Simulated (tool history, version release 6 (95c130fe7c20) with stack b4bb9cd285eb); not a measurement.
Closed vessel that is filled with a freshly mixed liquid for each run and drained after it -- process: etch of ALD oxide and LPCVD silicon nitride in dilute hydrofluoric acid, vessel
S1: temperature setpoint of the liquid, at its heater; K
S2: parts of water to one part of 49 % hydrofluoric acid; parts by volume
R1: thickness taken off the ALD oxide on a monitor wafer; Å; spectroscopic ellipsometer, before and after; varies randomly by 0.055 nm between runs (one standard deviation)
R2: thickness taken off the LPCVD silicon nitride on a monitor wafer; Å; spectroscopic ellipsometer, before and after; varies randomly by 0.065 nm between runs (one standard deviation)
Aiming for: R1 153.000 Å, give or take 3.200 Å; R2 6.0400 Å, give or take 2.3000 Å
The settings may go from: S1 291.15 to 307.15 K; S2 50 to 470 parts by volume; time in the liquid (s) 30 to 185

run 1 hour=0.0 | S1=299.15 S2=260 time_in_the_liquid_(s)=95 | R1=55.162 R2=2.5744
run 2 hour=6.4 | S1=299.15 S2=260 time_in_the_liquid_(s)=115 | R1=67.026 R2=2.6686
run 3 hour=13.6 | S1=302.65 S2=260 time_in_the_liquid_(s)=115 | R1=74.986 R2=3.0022
run 4 hour=15.1 | S1=302.65 S2=260 time_in_the_liquid_(s)=95 | R1=62.487 R2=2.9127
run 5 hour=17.0 | S1=302.65 S2=175 time_in_the_liquid_(s)=95 | R1=102.950 R2=3.3341
run 6 hour=17.9 | S1=302.65 S2=105 time_in_the_liquid_(s)=95 | R1=187.670 R2=5.9883
run 7 hour=25.6 | S1=301.65 S2=105 time_in_the_liquid_(s)=95 | R1=179.820 R2=6.2695
run 8 hour=30.9 | S1=300.65 S2=105 time_in_the_liquid_(s)=95 | R1=172.660 R2=5.9939
run 9 hour=40.3 | S1=300.65 S2=105 time_in_the_liquid_(s)=95 | R1=173.010 R2=5.3878
run 10 hour=44.3 | S1=300.15 S2=105 time_in_the_liquid_(s)=95 | R1=169.580 R2=6.7363
run 11 hour=48.7 | S1=297.65 S2=110 time_in_the_liquid_(s)=95 | R1=147.150 R2=5.4625
run 12 hour=54.4 | S1=298.15 S2=110 time_in_the_liquid_(s)=95 | R1=148.190 R2=4.4412
run 13 hour=60.0 | S1=297.15 S2=100 time_in_the_liquid_(s)=95 | R1=159.810 R2=5.1881

Which of these 5 next moves meets every target?
run A hour=65.6 | S1=305.65 S2=185 time_in_the_liquid_(s)=130 | R1=? R2=?
run B hour=65.6 | S1=303.65 S2=150 time_in_the_liquid_(s)=120 | R1=? R2=?
run C hour=65.6 | S1=302.15 S2=195 time_in_the_liquid_(s)=165 | R1=? R2=?
run D hour=65.6 | S1=304.65 S2=145 time_in_the_liquid_(s)=110 | R1=? R2=?
run E hour=65.6 | S1=304.15 S2=125 time_in_the_liquid_(s)=95 | R1=? R2=?

move=A R1=145.250 R2=5.5704
move=B R1=161.530 R2=5.6539
move=C R1=153.050 R2=5.4366
move=D R1=159.800 R2=5.7008
move=E R1=161.630 R2=5.5538
A: carries the result that was furthest off beyond its target, to the other side
B: the biggest miss grows against the last run
C: hits every target within its allowed miss
D: roughly where the last run was
E: the biggest miss grows against the last run
The right move is C.
